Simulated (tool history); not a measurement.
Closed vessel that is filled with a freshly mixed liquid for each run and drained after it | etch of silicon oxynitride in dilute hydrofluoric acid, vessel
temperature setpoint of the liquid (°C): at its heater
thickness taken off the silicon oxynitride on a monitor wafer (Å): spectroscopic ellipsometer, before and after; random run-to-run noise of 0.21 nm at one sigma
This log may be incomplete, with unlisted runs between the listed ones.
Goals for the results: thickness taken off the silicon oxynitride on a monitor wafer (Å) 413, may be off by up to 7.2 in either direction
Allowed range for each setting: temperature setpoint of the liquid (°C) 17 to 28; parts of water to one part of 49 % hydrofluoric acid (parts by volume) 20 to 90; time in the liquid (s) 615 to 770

run  hour  temperature setpoint of the liquid (°C)  parts of water to one part of 49 % hydrofluoric acid (parts by volume)  time in the liquid (s)  thickness taken off the silicon oxynitride on a monitor wafer (Å)
  1     0                                       20                                                                      50                     770                                                             270.42
  2   6.5                                     22.5                                                                      50                     770                                                             303.75
  3  11.8                                     24.5                                                                      50                     770                                                             336.39
  4  17.1                                     25.5                                                                      50                     770                                                             357.16
  5  24.6                                     26.5                                                                      50                     770                                                             374.87
  6  31.1                                     26.5                                                                      65                     770                                                              281.1
  7  36.9                                       27                                                                      60                     770                                                              315.6
  8  39.9                                       27                                                                      60                     770                                                             315.39
  9  42.2                                     27.5                                                                      55                     770                                                             354.22
 10    49                                       28                                                                      50                     770                                                             399.88
 11  55.9                                     27.5                                                                      50                     770                                                             388.96
 12  61.8                                       28                                                                      50                     770                                                             398.05
 13  63.4                                       28                                                                      50                     770                                                             400.93
 14  70.7                                     27.5                                                                      50                     770                                                             391.83
 15    75                                       28                                                                      50                     770                                                             398.53
 16  79.5                                       28                                                                      45                     770                                                             449.39
 17  83.9                                     27.5                                                                      45                     770                                                             433.78
 18  91.1                                     27.5                                                                      45                     770                                                             438.63
 19  97.4                                       27                                                                      45                     770                                                             421.84

Of the 4 settings listed for the next run, only one would bring every result within its allowed miss of target. Which one?
  A  103.7                                       28                                                                      45                     690                                                                  ?
  B  103.7                                       23                                                                      35                     675                                                                  ?
  C  103.7                                       27                                                                      40                     660                                                                  ?
  D  103.7                                     25.5                                                                      45                     770                                                                  ?

move  thickness taken off the silicon oxynitride on a monitor wafer (Å)
   A                                                             401.79
   B                                                             397.94
   C                                                             413.63
   D                                                             397.03
A: moves the result that the last run missed by most past its target, out the other side
B: moves the result that the last run missed by most past its target, out the other side
C: all results land within tolerance of their targets
D: moves the result that the last run missed by most past its target, out the other side
C meets every target.

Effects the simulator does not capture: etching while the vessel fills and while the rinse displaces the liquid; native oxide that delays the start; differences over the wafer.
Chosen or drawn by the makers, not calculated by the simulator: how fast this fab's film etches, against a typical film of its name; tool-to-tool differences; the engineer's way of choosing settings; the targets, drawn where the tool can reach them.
